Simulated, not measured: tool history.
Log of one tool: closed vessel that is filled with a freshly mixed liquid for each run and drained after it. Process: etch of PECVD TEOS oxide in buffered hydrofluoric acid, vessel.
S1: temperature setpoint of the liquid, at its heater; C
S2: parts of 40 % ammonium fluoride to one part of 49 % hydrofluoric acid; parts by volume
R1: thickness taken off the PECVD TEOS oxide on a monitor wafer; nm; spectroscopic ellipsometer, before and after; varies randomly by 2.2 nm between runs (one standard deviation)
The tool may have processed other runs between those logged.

Run 1, hour 0.0: S1 21.0 C, S2 15.5 parts by volume, time in the liquid (s) 105. Result: R1 212.07 nm.
Run 2, hour 1.3: S1 24.5 C, S2 15.5 parts by volume, time in the liquid (s) 105. Result: R1 256.88 nm.
Run 3, hour 3.4: S1 28.0 C, S2 15.5 parts by volume, time in the liquid (s) 105. Result: R1 313.37 nm.
Run 4, hour 4.5: S1 26.0 C, S2 15.5 parts by volume, time in the liquid (s) 105. Result: R1 281.15 nm.
Run 5, hour 9.7: S1 25.5 C, S2 15.5 parts by volume, time in the liquid (s) 105. Result: R1 271.45 nm.
Run 6, hour 18.0: S1 29.0 C, S2 15.5 parts by volume, time in the liquid (s) 105. Result: R1 336.01 nm.
Run 7, hour 22.5: S1 27.5 C, S2 15.5 parts by volume, time in the liquid (s) 105. Result: R1 307.40 nm.
Run 8, hour 26.3: S1 26.5 C, S2 15.5 parts by volume, time in the liquid (s) 105. Result: R1 290.69 nm.
Run 9, hour 35.2: S1 26.0 C, S2 15.5 parts by volume, time in the liquid (s) 105. Result: R1 283.76 nm.
Run 10, hour 43.2: S1 25.5 C, S2 15.5 parts by volume, time in the liquid (s) 105. Result: R1 271.06 nm.
Run 11, hour 46.7: S1 25.0 C, S2 15.5 parts by volume, time in the liquid (s) 105. Result: R1 265.02 nm.

Run 12 comes next. What will it give?
Run 12, hour 49.6: S1 24.5 C, S2 15.5 parts by volume, time in the liquid (s) 105. Result: R1 ?.

R1: 258.21 nm
